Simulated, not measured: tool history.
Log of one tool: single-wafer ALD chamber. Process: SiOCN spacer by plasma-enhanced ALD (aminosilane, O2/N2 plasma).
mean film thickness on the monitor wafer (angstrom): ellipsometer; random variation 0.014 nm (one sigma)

run    day  heater temperature setpoint (°C)  number of ALD cycles (cycles)  mean film thickness on the monitor wafer (angstrom)
  1  0.000                               385                             99                                               57.406
  2  0.283                               395                             99                                               57.288
  3  0.567                               395                             93                                               53.672
  4  0.758                               395                             89                                               51.662
  5  0.967                               405                             89                                               50.079
  6  1.062                               405                             86                                               48.884
  7  1.300                               405                             86                                               48.716

The next listed run, before its measurement:
  8  1.438                               405                             77                                                    ?

Run 8 gave mean film thickness on the monitor wafer (angstrom) 43.564.

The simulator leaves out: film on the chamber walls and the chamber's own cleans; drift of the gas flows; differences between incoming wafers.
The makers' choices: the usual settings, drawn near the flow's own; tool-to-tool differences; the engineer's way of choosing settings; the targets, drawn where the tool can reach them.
